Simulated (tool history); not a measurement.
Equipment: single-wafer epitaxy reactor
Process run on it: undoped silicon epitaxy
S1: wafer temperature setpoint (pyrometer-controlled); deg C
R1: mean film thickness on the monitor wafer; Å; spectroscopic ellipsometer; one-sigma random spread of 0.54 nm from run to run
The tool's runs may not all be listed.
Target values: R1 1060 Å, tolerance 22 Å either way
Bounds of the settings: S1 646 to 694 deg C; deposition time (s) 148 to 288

run 1 hour=0 | S1=670 deposition_time_(s)=218 | R1=593.76
run 2 hour=5.2 | S1=662 deposition_time_(s)=218 | R1=483.81
run 3 hour=10.6 | S1=668 deposition_time_(s)=219 | R1=564.87
run 4 hour=16.7 | S1=668 deposition_time_(s)=242 | R1=623.66
run 5 hour=25.6 | S1=673 deposition_time_(s)=242 | R1=703.72
run 6 hour=26.4 | S1=673 deposition_time_(s)=228 | R1=661.96
run 7 hour=27.7 | S1=677 deposition_time_(s)=228 | R1=730.43
run 8 hour=31.6 | S1=680 deposition_time_(s)=228 | R1=778.5
run 9 hour=34.4 | S1=683 deposition_time_(s)=228 | R1=839.22

4 next moves are on the table. One of them brings every result within its allowed miss. Which?
run A hour=37.2 | S1=675 deposition_time_(s)=234 | R1=?
run B hour=37.2 | S1=683 deposition_time_(s)=288 | R1=?
run C hour=37.2 | S1=683 deposition_time_(s)=249 | R1=?
run D hour=37.2 | S1=676 deposition_time_(s)=245 | R1=?

move=A R1=703.82
move=B R1=1043.6
move=C R1=902.3
move=D R1=754.41
A: misses by more than the last run did
B: meets every target
C: better than the last run, though not everything is in spec
D: misses by more than the last run did
B is the move that brings every result within its allowed miss.

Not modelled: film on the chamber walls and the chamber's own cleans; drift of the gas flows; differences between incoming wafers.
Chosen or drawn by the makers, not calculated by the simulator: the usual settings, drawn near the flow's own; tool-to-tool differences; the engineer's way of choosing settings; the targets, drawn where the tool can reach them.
